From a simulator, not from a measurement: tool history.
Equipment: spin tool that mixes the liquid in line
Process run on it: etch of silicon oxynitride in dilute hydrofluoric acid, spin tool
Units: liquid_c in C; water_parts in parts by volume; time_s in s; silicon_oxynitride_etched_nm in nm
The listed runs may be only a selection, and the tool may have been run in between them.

run,hour,liquid_c,water_parts,time_s,silicon_oxynitride_etched_nm
1,0,22,150,65,1.7059
2,1,22,185,65,1.363
3,7.3,22,185,65,1.3585
4,15.9,23,165,65,1.6288
5,19.3,25,165,65,1.772
6,25.7,25.5,145,65,2.1207
7,27.6,26,130,65,2.4368
8,36.1,26.5,115,65,2.8381

Expected results for the next run?
9,40.7,27,105,65,?

Run 9 gave silicon_oxynitride_etched_nm 3.2381 nm.

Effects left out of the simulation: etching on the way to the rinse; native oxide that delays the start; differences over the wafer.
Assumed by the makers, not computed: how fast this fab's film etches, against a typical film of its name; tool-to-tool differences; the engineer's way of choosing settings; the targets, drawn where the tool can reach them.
